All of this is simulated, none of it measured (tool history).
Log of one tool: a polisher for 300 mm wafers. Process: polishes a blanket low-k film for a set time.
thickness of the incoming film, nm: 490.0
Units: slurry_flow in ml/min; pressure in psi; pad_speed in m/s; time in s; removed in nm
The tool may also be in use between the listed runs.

| run | hour | slurry_flow | pressure | pad_speed | slurry_solids | time | removed |
|---|---|---|---|---|---|---|---|
| 1 | 0.0 | 130 | 2.1 | 1.02 | 1.0 | 47 | 22.489 |
| 2 | 7.6 | 130 | 2.1 | 1.14 | 1.0 | 47 | 24.272 |
| 3 | 14.7 | 120 | 1.8 | 1.10 | 1.0 | 47 | 20.424 |
| 4 | 19.2 | 120 | 1.8 | 1.10 | 1.0 | 47 | 20.028 |
| 5 | 24.1 | 120 | 1.8 | 0.98 | 1.0 | 47 | 18.701 |
| 6 | 30.5 | 115 | 1.6 | 0.96 | 1.0 | 47 | 16.552 |
| 7 | 31.2 | 110 | 1.4 | 0.96 | 1.0 | 47 | 14.576 |
| 8 | 38.8 | 105 | 1.3 | 0.96 | 1.0 | 47 | 13.515 |
| 9 | 45.9 | 100 | 1.3 | 0.96 | 1.0 | 47 | 13.326 |

Run 10 comes next. What will it give?
| 10 | 51.4 | 95 | 1.3 | 0.96 | 1.0 | 47 | ? |

removed: 13.165 nm

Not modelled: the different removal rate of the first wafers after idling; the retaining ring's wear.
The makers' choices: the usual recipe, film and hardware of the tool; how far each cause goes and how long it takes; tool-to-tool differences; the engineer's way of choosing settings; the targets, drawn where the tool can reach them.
